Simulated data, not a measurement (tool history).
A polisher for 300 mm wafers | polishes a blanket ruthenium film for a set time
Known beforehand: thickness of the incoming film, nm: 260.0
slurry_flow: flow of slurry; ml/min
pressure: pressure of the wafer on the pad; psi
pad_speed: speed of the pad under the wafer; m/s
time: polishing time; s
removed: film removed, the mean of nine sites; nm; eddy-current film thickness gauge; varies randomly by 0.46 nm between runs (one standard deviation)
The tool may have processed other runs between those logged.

run,hour,slurry_flow,pressure,pad_speed,time,removed
1,0,155,1.7,1.24,18,18.563
2,6.1,155,2,1.26,18,21.168
3,8.1,155,2.2,1.3,18,23.613
4,8.7,125,2.2,1.3,18,22.644
5,12,125,2.5,1.3,18,24.831
6,13,135,2.6,1.34,18,27.414
7,18.7,140,2.6,1.36,18,28.178

Run 8 has not been measured yet. What should we expect?
8,26.9,145,2.6,1.38,18,?

Run 8 measured removed 28.651 nm.
